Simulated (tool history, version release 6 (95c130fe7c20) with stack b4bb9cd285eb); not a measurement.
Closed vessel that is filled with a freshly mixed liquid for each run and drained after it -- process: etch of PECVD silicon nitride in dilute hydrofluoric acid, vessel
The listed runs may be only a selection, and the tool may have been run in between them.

run	hour	temperature setpoint of the liquid (°C)	parts of water to one part of 49 % hydrofluoric acid (parts by volume)	time in the liquid (s)	thickness taken off the PECVD silicon nitride on a monitor wafer (angstrom)
1	0.0	24.0	90	135	38.999
2	8.5	24.5	90	135	39.997
3	13.8	21.0	90	135	32.101
4	19.7	21.0	90	105	24.961
5	24.6	21.0	60	105	36.786
6	33.0	21.5	60	105	38.427
7	37.9	22.0	60	105	39.405

Run 8, settings as shown, results not yet in. Your forecast:
8	47.1	22.5	60	105	?

Run 8 came out at thickness taken off the PECVD silicon nitride on a monitor wafer (angstrom) 41.012.
